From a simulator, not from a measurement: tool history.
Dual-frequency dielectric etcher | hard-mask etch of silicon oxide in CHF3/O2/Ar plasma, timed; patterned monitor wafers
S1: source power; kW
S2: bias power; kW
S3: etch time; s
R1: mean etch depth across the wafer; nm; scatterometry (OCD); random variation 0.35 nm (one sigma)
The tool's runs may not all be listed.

run  hour     S1     S2    S3      R1
  1   0.0  0.850  0.192  31.0  66.371
  2   1.4  0.790  0.189  31.0  64.728
  3   7.9  0.740  0.189  31.0  63.183
  4  11.6  0.830  0.189  31.0  65.011
  5  14.9  0.830  0.189  31.0  65.076
  6  22.5  0.830  0.172  31.0  62.111
  7  24.1  0.800  0.170  31.0  60.702
  8  29.8  0.780  0.169  31.0  61.284

The next listed run, before its measurement:
  9  34.6  0.660  0.158  31.0   ?

R1: 56.759 nm
